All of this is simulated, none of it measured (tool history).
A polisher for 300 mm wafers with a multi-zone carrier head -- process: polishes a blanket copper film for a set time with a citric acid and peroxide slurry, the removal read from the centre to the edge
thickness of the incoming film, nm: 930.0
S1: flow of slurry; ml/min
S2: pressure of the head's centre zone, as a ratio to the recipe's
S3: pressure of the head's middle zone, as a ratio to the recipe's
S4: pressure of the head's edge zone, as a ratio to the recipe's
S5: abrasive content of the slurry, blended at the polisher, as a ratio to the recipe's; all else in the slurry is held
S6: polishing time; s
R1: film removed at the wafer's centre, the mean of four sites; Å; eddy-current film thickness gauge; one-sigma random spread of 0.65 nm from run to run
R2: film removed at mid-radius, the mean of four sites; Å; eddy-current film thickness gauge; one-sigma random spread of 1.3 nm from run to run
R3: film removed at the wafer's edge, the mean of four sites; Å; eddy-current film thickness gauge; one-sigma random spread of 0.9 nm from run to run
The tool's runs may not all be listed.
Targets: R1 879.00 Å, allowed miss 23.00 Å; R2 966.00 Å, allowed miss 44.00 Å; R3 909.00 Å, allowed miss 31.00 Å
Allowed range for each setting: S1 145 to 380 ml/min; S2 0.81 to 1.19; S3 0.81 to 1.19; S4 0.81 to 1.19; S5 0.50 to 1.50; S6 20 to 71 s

run,day,S1,S2,S3,S4,S5,S6,R1,R2,R3
1,0.000,245,1.00,1.00,1.00,1.00,45,1086.90,1099.60,1043.10
2,0.092,240,0.99,0.99,0.99,1.00,45,1088.00,1112.10,1060.30
3,0.304,240,0.98,0.99,0.99,0.95,45,1058.10,1081.50,1052.10
4,0.396,240,1.06,0.99,0.99,0.95,45,1153.80,1067.10,1054.10
5,0.454,240,1.05,0.99,0.98,0.90,45,1121.50,1062.00,1034.90
6,0.483,240,1.05,0.91,0.98,0.90,45,1136.70,990.65,1032.50
7,0.800,240,1.05,0.91,0.98,0.90,45,1126.60,1002.50,1028.20
8,1.054,240,1.03,0.91,0.97,0.90,45,1106.60,998.99,1038.00
9,1.242,240,1.02,0.92,0.97,0.85,45,1088.30,1011.00,1015.10
10,1.429,240,1.01,0.92,0.97,0.80,45,1043.70,979.80,1022.00
11,1.721,240,1.00,0.93,0.96,0.80,45,1038.60,1009.40,1000.20
12,2.025,240,0.99,0.93,0.95,0.80,45,1028.40,1006.80,986.33
13,2.112,235,0.98,0.93,0.94,0.80,45,1018.20,1005.40,987.71
14,2.354,235,0.97,0.93,0.93,0.80,45,1014.40,1004.70,997.74
15,2.512,235,0.96,0.93,0.92,0.75,45,989.26,992.62,959.16
16,2.842,230,0.95,0.93,0.92,0.75,45,974.19,1003.30,967.65
17,3.108,230,0.94,0.93,0.91,0.75,45,969.45,996.70,956.08
18,3.433,230,0.93,0.93,0.91,0.75,45,947.84,999.25,958.16
19,3.767,225,0.93,0.93,0.91,0.75,45,951.08,968.89,963.27
20,3.800,225,0.92,0.93,0.90,0.75,45,928.63,966.61,970.81

Next run, 5 choices. One meets every target within its allowed miss, the rest don't. Which?
A,3.833,200,0.98,0.97,0.86,0.70,44,?,?,?
B,3.833,310,0.90,0.96,0.95,0.60,43,?,?,?
C,3.833,225,0.81,0.94,1.06,0.55,49,?,?,?
D,3.833,215,0.99,0.99,0.85,0.75,43,?,?,?
E,3.833,305,1.00,0.89,0.99,0.85,40,?,?,?

move,R1,R2,R3
A,940.30,938.64,892.73
B,871.93,936.63,925.60
C,842.55,998.32,1063.40
D,952.91,952.16,886.77
E,962.39,887.68,938.41
A: further off than the last run
B: all results land within tolerance of their targets
C: takes the result that was furthest off past its target
D: further off than the last run
E: further off than the last run
Go with B: it meets all targets.
